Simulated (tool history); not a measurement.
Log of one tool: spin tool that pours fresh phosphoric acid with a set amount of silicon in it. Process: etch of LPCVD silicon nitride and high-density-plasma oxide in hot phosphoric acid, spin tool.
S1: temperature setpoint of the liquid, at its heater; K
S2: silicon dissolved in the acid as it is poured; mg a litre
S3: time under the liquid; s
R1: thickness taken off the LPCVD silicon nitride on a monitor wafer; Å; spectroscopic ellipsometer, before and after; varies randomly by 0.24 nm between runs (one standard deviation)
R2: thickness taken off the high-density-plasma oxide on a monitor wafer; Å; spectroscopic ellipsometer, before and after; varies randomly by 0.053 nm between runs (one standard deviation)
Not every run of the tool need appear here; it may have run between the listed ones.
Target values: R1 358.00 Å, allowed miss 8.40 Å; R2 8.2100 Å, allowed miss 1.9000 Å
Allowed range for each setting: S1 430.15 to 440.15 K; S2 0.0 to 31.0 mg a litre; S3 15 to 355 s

run    day      S1    S2   S3      R1      R2
  1  0.000  435.15  13.5  180  183.61  3.3346
  2  0.075  435.65  13.0  195  202.96  3.6596
  3  0.375  436.15  11.5  210  217.55  4.2148
  4  0.638  436.15  11.5  135  141.91  2.4628
  5  0.933  436.15  11.5  165  172.15  3.2332
  6  0.975  434.65  11.5  165  164.28  2.9817
     1.071  -- heated supply line repaired
  7  1.071  435.15  11.0  185  204.00  3.9933
  8  1.396  434.65   9.5  195  212.49  4.1698
  9  1.488  434.65   8.5  205  220.03  4.5776
 10  1.562  437.15  13.0  280  324.52  7.2172
 11  1.608  437.15  12.5  285  330.64  6.7606
 12  1.933  437.15  11.5  285  336.54  7.1507

Which one of the following 5 next-run settings gets every result inside its allowed miss? There is exactly one.
  A  2.258  436.65  17.5  295   ?   ?
  B  2.258  437.65   5.5  280   ?   ?
  C  2.258  436.65  11.0  325   ?   ?
  D  2.258  436.65   5.5  290   ?   ?
  E  2.258  439.65  14.0  280   ?   ?

move      R1      R2
   A  342.95  6.0394
   B  336.43  8.1377
   C  377.83  7.8069
   D  337.14  7.8370
   E  359.20  7.7882
A: nearer than the last run, and not there yet
B: neither nearer nor further off than the last run
C: moves the result that the last run missed by most past its target, out the other side
D: neither nearer nor further off than the last run
E: meets every target
Answer: E
